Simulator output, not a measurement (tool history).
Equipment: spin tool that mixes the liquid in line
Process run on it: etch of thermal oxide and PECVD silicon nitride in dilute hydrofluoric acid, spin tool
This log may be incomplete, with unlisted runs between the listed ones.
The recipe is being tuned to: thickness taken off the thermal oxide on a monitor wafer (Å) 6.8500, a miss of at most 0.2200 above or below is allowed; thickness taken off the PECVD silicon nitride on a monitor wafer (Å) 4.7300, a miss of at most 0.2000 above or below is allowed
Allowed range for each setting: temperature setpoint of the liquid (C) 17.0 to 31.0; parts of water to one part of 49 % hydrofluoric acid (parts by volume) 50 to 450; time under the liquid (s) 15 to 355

run,hour,temperature setpoint of the liquid (C),parts of water to one part of 49 % hydrofluoric acid (parts by volume),time under the liquid (s),thickness taken off the thermal oxide on a monitor wafer (Å),thickness taken off the PECVD silicon nitride on a monitor wafer (Å)
1,0.0,23.0,250,180,27.6240,16.9200
2,8.8,22.0,300,170,19.9910,12.5550
3,11.1,21.5,335,160,15.9070,10.1790
4,12.4,18.5,335,160,14.0040,8.4890
5,16.1,18.5,365,150,11.9770,7.3368
6,21.6,18.5,365,100,7.9626,4.8704
7,26.2,19.0,380,105,7.9738,5.1000
8,31.9,19.0,390,105,7.6962,5.1052
9,38.6,19.0,400,105,7.5586,4.9214
10,46.4,19.0,410,105,7.3121,4.6576
11,50.2,19.5,420,105,7.2433,4.8241
12,51.2,19.5,425,105,7.0477,4.8184
# hour 55.1: thermometer replaced
13,55.1,19.5,430,105,7.3603,5.2763
14,58.5,19.5,430,105,7.3610,5.1990
15,66.6,19.0,430,105,7.2268,5.0160
16,72.8,19.0,435,105,7.2884,5.0293
17,75.1,19.0,440,105,7.0959,4.9412

Which of these 5 next moves meets every target?
A,77.4,17.5,410,105,?,?
B,77.4,18.0,425,110,?,?
C,77.4,17.0,360,90,?,?
D,77.4,18.5,320,75,?,?
E,77.4,19.0,435,100,?,?

move,thickness taken off the thermal oxide on a monitor wafer (Å),thickness taken off the PECVD silicon nitride on a monitor wafer (Å)
A,7.2800,4.9210
B,7.4022,5.1420
C,7.2596,4.6201
D,7.4328,4.7419
E,6.7549,4.8656
A: lands further from the targets than the last run did
B: lands further from the targets than the last run did
C: lands further from the targets than the last run did
D: lands further from the targets than the last run did
E: all results land within tolerance of their targets
E meets every target.

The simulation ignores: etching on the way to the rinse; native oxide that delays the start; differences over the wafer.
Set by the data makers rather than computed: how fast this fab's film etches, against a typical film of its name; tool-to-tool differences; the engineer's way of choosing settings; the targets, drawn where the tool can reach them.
